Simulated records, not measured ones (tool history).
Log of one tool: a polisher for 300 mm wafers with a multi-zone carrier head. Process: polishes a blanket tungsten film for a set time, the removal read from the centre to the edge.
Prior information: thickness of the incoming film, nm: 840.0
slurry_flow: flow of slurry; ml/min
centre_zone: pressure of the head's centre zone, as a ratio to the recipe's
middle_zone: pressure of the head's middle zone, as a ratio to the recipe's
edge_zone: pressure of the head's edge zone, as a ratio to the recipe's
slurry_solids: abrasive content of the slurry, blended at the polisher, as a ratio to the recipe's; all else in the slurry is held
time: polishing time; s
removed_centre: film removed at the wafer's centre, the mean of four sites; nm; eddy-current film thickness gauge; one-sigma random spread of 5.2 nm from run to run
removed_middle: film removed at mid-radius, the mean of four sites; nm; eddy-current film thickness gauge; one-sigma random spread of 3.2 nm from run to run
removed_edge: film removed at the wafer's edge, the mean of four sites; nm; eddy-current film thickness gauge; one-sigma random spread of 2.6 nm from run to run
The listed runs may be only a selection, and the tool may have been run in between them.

run 1 hour=0 | slurry_flow=155 centre_zone=1 middle_zone=1 edge_zone=1 slurry_solids=1 time=49 | removed_centre=295.5 removed_middle=294.16 removed_edge=293.58
run 2 hour=8.6 | slurry_flow=155 centre_zone=1 middle_zone=1 edge_zone=1 slurry_solids=1.15 time=49 | removed_centre=298.43 removed_middle=300.2 removed_edge=300.38
run 3 hour=10.7 | slurry_flow=155 centre_zone=1.04 middle_zone=1 edge_zone=1 slurry_solids=1.15 time=49 | removed_centre=317.73 removed_middle=299.3 removed_edge=297.44
run 4 hour=19.3 | slurry_flow=155 centre_zone=1.04 middle_zone=1 edge_zone=1 slurry_solids=1.15 time=56 | removed_centre=360.28 removed_middle=351.72 removed_edge=345.18
run 5 hour=21.8 | slurry_flow=170 centre_zone=1.04 middle_zone=1 edge_zone=1 slurry_solids=1.15 time=56 | removed_centre=373.19 removed_middle=352.25 removed_edge=350.2
run 6 hour=25.7 | slurry_flow=170 centre_zone=1.04 middle_zone=1 edge_zone=0.96 slurry_solids=1.15 time=56 | removed_centre=377.48 removed_middle=349.84 removed_edge=344.41
run 7 hour=34.2 | slurry_flow=165 centre_zone=1.04 middle_zone=0.98 edge_zone=0.96 slurry_solids=1.15 time=56 | removed_centre=364.93 removed_middle=346.2 removed_edge=338.62
run 8 hour=40.1 | slurry_flow=165 centre_zone=1.04 middle_zone=0.96 edge_zone=0.97 slurry_solids=1.15 time=56 | removed_centre=363.84 removed_middle=334.42 removed_edge=339.53

Expected results for the next run?
run 9 hour=41.8 | slurry_flow=165 centre_zone=1.04 middle_zone=0.95 edge_zone=0.98 slurry_solids=1.15 time=56 | removed_centre=? removed_middle=? removed_edge=?

Run 9 gave removed_centre 363.56 nm, removed_middle 335.58 nm, removed_edge 345.86 nm.
